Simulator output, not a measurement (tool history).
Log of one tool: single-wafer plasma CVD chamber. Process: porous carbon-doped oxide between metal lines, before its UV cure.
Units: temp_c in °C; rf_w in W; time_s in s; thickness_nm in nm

Run 1, day 0.000: temp_c 315 °C, rf_w 425 W, time_s 26.7 s. Result: thickness_nm 117.79 nm.
Run 2, day 0.154: temp_c 315 °C, rf_w 425 W, time_s 25.5 s. Result: thickness_nm 113.14 nm.
Run 3, day 0.471: temp_c 308 °C, rf_w 425 W, time_s 25.5 s. Result: thickness_nm 115.96 nm.
Run 4, day 0.504: temp_c 313 °C, rf_w 405 W, time_s 25.5 s. Result: thickness_nm 109.38 nm.
Run 5, day 0.617: temp_c 318 °C, rf_w 395 W, time_s 25.5 s. Result: thickness_nm 105.16 nm.
Run 6, day 0.862: temp_c 321 °C, rf_w 390 W, time_s 25.5 s. Result: thickness_nm 102.66 nm.
Run 7, day 1.000: temp_c 321 °C, rf_w 390 W, time_s 25.5 s. Result: thickness_nm 101.86 nm.
Run 8, day 1.212: temp_c 323 °C, rf_w 390 W, time_s 25.5 s. Result: thickness_nm 101.64 nm.

The next listed run, before its measurement:
Run 9, day 1.238: temp_c 324 °C, rf_w 390 W, time_s 25.5 s. Result: thickness_nm ?.

thickness_nm: 100.32 nm
